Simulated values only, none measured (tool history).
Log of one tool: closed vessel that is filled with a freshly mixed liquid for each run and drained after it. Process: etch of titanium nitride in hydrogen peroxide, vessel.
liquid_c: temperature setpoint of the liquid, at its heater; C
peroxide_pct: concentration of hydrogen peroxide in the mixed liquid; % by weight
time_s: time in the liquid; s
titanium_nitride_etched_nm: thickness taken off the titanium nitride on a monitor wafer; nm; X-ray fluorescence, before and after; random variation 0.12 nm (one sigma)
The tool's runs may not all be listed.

run,hour,liquid_c,peroxide_pct,time_s,titanium_nitride_etched_nm
1,0,57,17.5,220,9.7464
2,7.1,54.5,17.5,220,8.1418
3,10.4,54.5,14,220,7.8861
4,19.3,56,14,220,8.8365
5,27.9,57,14,220,9.3012
6,35.4,58,14,220,10.06
7,39.6,58.5,14,220,10.369

The next listed run, before its measurement:
8,46.9,59,14,220,?

Run 8 gave titanium_nitride_etched_nm 10.72 nm.
